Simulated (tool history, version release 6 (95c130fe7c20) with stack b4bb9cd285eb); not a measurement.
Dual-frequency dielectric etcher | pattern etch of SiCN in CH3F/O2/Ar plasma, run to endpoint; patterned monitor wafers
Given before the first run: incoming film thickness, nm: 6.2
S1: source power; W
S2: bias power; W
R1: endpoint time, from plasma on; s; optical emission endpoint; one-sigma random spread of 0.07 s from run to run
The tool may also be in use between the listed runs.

run	day	S1	S2	R1
1	0	430	79	15.481
2	0.367	470	81	15.111
3	0.583	500	86	14.569
4	0.679	440	86	15.186
5	0.742	440	72	15.912
6	0.829	480	78	15.042
7	1.058	510	81	14.675
8	1.292	530	84	14.431
9	1.454	550	87	14.218
10	1.696	570	91	13.747

Predict the results of run 11:
11	1.988	580	92	?

{"run 11": {"R1": 13.642}}
